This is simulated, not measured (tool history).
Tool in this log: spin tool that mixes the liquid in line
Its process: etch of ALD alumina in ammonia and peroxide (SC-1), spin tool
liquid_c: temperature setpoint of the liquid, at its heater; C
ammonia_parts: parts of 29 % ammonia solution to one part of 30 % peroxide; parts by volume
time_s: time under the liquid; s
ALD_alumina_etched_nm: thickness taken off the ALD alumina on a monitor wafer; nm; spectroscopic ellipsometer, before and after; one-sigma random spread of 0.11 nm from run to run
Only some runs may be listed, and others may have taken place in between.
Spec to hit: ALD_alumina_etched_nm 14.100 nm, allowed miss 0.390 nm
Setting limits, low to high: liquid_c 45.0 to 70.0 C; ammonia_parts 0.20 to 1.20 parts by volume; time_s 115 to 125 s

run 1 hour=0.0 | liquid_c=61.0 ammonia_parts=0.90 time_s=115 | ALD_alumina_etched_nm=10.356
run 2 hour=2.1 | liquid_c=62.5 ammonia_parts=0.90 time_s=115 | ALD_alumina_etched_nm=11.327
run 3 hour=8.8 | liquid_c=62.5 ammonia_parts=1.05 time_s=115 | ALD_alumina_etched_nm=11.454
run 4 hour=14.2 | liquid_c=63.5 ammonia_parts=1.05 time_s=115 | ALD_alumina_etched_nm=12.148
run 5 hour=15.5 | liquid_c=63.5 ammonia_parts=1.05 time_s=125 | ALD_alumina_etched_nm=13.095
run 6 hour=16.1 | liquid_c=63.5 ammonia_parts=0.85 time_s=125 | ALD_alumina_etched_nm=12.957
run 7 hour=22.0 | liquid_c=64.0 ammonia_parts=0.85 time_s=125 | ALD_alumina_etched_nm=13.156
run 8 hour=22.6 | liquid_c=64.5 ammonia_parts=0.85 time_s=125 | ALD_alumina_etched_nm=13.728

Exactly one of the 4 candidate moves below puts every result within its allowed miss. Which one?
run A hour=23.2 | liquid_c=66.5 ammonia_parts=0.90 time_s=125 | ALD_alumina_etched_nm=?
run B hour=23.2 | liquid_c=65.0 ammonia_parts=0.90 time_s=125 | ALD_alumina_etched_nm=?
run C hour=23.2 | liquid_c=66.0 ammonia_parts=0.55 time_s=120 | ALD_alumina_etched_nm=?
run D hour=23.2 | liquid_c=64.5 ammonia_parts=0.70 time_s=125 | ALD_alumina_etched_nm=?

move=A ALD_alumina_etched_nm=14.968
move=B ALD_alumina_etched_nm=13.916
move=C ALD_alumina_etched_nm=13.391
move=D ALD_alumina_etched_nm=13.262
A: pushes the last run's worst result past its target
B: meets every target
C: further off than the last run
D: further off than the last run
The right move is B.

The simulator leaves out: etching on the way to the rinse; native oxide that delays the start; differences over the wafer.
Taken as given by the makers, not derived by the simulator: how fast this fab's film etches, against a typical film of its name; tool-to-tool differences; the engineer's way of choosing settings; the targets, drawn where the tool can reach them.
